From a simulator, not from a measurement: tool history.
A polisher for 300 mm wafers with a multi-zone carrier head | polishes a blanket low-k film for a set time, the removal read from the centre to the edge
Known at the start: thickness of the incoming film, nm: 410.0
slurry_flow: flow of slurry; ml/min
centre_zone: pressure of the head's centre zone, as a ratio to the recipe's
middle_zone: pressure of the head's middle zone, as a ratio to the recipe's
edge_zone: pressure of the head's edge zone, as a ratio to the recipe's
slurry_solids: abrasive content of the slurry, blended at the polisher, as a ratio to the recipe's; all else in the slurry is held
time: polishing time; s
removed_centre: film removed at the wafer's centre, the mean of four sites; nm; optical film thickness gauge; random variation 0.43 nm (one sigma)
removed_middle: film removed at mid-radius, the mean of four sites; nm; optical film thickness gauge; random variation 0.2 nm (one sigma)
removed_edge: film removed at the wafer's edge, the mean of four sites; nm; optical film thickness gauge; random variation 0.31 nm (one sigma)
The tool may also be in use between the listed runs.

run 1 hour=0 | slurry_flow=225 centre_zone=1 middle_zone=1 edge_zone=1 slurry_solids=1 time=88 | removed_centre=41.414 removed_middle=40.3 removed_edge=39.459
run 2 hour=8.5 | slurry_flow=225 centre_zone=1 middle_zone=1 edge_zone=1 slurry_solids=1 time=67 | removed_centre=31.023 removed_middle=31.17 removed_edge=30.082
run 3 hour=15.5 | slurry_flow=240 centre_zone=0.97 middle_zone=1.01 edge_zone=1.03 slurry_solids=1 time=67 | removed_centre=30.972 removed_middle=30.999 removed_edge=30.817
run 4 hour=19 | slurry_flow=240 centre_zone=0.97 middle_zone=1.01 edge_zone=0.97 slurry_solids=1 time=67 | removed_centre=30.609 removed_middle=31.695 removed_edge=29.649
run 5 hour=24.9 | slurry_flow=240 centre_zone=0.97 middle_zone=1.01 edge_zone=0.97 slurry_solids=0.85 time=67 | removed_centre=29.338 removed_middle=29.959 removed_edge=28.692
run 6 hour=31.1 | slurry_flow=265 centre_zone=0.97 middle_zone=1.01 edge_zone=0.97 slurry_solids=0.85 time=67 | removed_centre=29.544 removed_middle=30.907 removed_edge=28.982
run 7 hour=32.2 | slurry_flow=285 centre_zone=0.94 middle_zone=1.02 edge_zone=1.01 slurry_solids=0.9 time=67 | removed_centre=29.837 removed_middle=31.607 removed_edge=29.852
run 8 hour=36.4 | slurry_flow=290 centre_zone=0.91 middle_zone=1.03 edge_zone=1.05 slurry_solids=0.95 time=67 | removed_centre=28.508 removed_middle=31.92 removed_edge=31.11
run 9 hour=39.5 | slurry_flow=300 centre_zone=0.91 middle_zone=1.04 edge_zone=1.07 slurry_solids=0.95 time=67 | removed_centre=28.736 removed_middle=32.726 removed_edge=30.88
run 10 hour=42.2 | slurry_flow=305 centre_zone=0.9 middle_zone=1.04 edge_zone=1.09 slurry_solids=1 time=67 | removed_centre=29.238 removed_middle=32.839 removed_edge=32.531
run 11 hour=43.7 | slurry_flow=310 centre_zone=0.89 middle_zone=1.04 edge_zone=1.1 slurry_solids=1 time=67 | removed_centre=29.638 removed_middle=33.175 removed_edge=32.174

Forecast run 12:
run 12 hour=50.4 | slurry_flow=310 centre_zone=0.88 middle_zone=1.04 edge_zone=1.11 slurry_solids=1 time=67 | removed_centre=? removed_middle=? removed_edge=?

Run 12 gave removed_centre 28.849 nm, removed_middle 33.051 nm, removed_edge 32.326 nm.

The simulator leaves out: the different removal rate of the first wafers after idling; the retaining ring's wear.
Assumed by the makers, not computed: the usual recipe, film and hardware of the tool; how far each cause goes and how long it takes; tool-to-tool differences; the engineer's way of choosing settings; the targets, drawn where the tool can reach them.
